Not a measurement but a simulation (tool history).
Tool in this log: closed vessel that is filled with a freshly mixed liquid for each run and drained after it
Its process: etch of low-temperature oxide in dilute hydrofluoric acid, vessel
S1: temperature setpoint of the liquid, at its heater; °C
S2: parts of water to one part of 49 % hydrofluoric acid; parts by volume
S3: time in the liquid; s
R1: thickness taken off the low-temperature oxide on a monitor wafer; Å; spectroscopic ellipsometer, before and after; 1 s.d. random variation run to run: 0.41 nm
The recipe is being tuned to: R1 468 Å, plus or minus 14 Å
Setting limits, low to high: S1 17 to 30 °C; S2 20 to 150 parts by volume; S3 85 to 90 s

run  hour  S1  S2  S3      R1
  1     0  22  85  85   234.2
  2   4.2  20  85  85   215.9
  3  12.2  20  85  90  228.52
  4  17.5  21  80  90  250.82
  5  19.5  21  60  90  342.63
  6  27.3  21  60  90  345.41
  7  29.9  22  60  90  359.68
  8  36.4  26  60  90  423.26

Exactly one of the 5 candidate moves below puts every result within its allowed miss. Which one?
  A  42.9    24  65  90   ?
  B  42.9  27.5  65  85   ?
  C  42.9    25  60  85   ?
  D  42.9  28.5  70  85   ?
  E  42.9  23.5  50  90   ?

move      R1
   A  362.47
   B  393.89
   C  388.77
   D  377.71
   E  470.77
A: its largest miss is bigger than the last run's
B: its largest miss is bigger than the last run's
C: its largest miss is bigger than the last run's
D: its largest miss is bigger than the last run's
E: each result inside its tolerance
E meets every target.
